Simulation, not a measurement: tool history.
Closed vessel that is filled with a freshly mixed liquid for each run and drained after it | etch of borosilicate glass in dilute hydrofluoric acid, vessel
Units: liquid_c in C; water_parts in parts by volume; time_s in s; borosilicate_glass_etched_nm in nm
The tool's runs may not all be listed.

run    day  liquid_c  water_parts  time_s  borosilicate_glass_etched_nm
  1      0        25          105     270                        83.681
  2  0.125      26.5          105     270                        88.871
  3  0.458      27.5           95     270                        103.24
  4  0.792        28           90     270                        112.29
  5  0.929      28.5           85     270                        121.23
  6  1.246      28.5           85     270                        121.28
  7  1.608      32.5           45     270                        286.31
  8  1.871        32           45     270                        280.42
  9  2.096      31.5           45     270                        275.81

Forecast run 10:
 10  2.392        31           45     270                             ?

{"run 10": {"borosilicate_glass_etched_nm": 267.03}}
